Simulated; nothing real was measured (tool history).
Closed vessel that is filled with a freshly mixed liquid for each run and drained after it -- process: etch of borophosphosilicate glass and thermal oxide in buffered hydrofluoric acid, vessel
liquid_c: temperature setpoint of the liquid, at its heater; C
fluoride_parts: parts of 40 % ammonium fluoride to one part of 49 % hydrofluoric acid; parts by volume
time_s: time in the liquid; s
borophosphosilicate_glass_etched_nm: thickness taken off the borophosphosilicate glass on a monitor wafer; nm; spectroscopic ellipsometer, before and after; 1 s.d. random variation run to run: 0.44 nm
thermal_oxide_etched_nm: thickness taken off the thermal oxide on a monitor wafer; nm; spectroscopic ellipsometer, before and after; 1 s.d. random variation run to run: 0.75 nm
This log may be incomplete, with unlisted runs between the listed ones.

run  hour  liquid_c  fluoride_parts  time_s  borophosphosilicate_glass_etched_nm  thermal_oxide_etched_nm
  1     0        23            16.5      60                               47.309                   36.548
  2   7.5        26            16.5      60                               54.637                   42.988
  3  11.9        26            16.5      70                               64.385                   49.931
  4  13.7      26.5              16      70                               68.128                   53.102
  5  17.2      26.5              16      55                                53.58                   41.601
  6  17.7        27              15      55                               59.165                   46.063
  7  19.6      27.5              14      55                               64.447                   50.534
  8  25.8        28              13      55                               70.885                   55.741
  9  28.8      28.5            12.5      55                               75.972                   59.621

Expected results for the next run?
 10  31.3        29              12      55                                    ?                        ?

Run 10 gave borophosphosilicate_glass_etched_nm 81.188 nm, thermal_oxide_etched_nm 63.668 nm.

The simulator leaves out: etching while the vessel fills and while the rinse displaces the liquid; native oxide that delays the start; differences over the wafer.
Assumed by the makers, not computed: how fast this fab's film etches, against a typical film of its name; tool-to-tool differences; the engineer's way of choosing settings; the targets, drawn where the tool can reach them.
